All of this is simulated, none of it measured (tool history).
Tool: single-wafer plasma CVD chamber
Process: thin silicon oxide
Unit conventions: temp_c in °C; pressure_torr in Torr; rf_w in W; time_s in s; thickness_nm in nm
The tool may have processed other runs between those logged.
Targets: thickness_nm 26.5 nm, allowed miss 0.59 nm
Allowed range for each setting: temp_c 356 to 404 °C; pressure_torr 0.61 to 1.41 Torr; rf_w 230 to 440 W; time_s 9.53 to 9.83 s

| run | day | temp_c | pressure_torr | rf_w | time_s | thickness_nm |
|---|---|---|---|---|---|---|
| 1 | 0 | 380 | 1.01 | 335 | 9.53 | 22.211 |
| 2 | 0.067 | 380 | 1.01 | 335 | 9.83 | 23.035 |
| 3 | 0.275 | 372 | 1.01 | 335 | 9.83 | 23.089 |
| 4 | 0.596 | 372 | 0.86 | 335 | 9.83 | 19.928 |
| 5 | 0.683 | 372 | 0.95 | 335 | 9.83 | 22.012 |
| 6 | 0.862 | 372 | 1.01 | 335 | 9.83 | 23.119 |
| 7 | 0.938 | 372 | 1.05 | 335 | 9.83 | 23.723 |
| 8 | 0.958 | 372 | 1.09 | 335 | 9.83 | 24.441 |

5 next moves are on the table. One of them brings every result within its allowed miss. Which?
| A | 0.979 | 372 | 1.04 | 305 | 9.68 | ? |
| B | 0.979 | 373 | 1.11 | 325 | 9.83 | ? |
| C | 0.979 | 374 | 1.12 | 290 | 9.53 | ? |
| D | 0.979 | 371 | 0.98 | 330 | 9.7 | ? |
| E | 0.979 | 362 | 1.32 | 315 | 9.81 | ? |

| move | thickness_nm |
|---|---|
| A | 22.143 |
| B | 24.303 |
| C | 22.34 |
| D | 22.14 |
| E | 26.365 |
A: misses by more than the last run did
B: misses by more than the last run did
C: misses by more than the last run did
D: misses by more than the last run did
E: all results in spec
Go with E: it meets all targets.
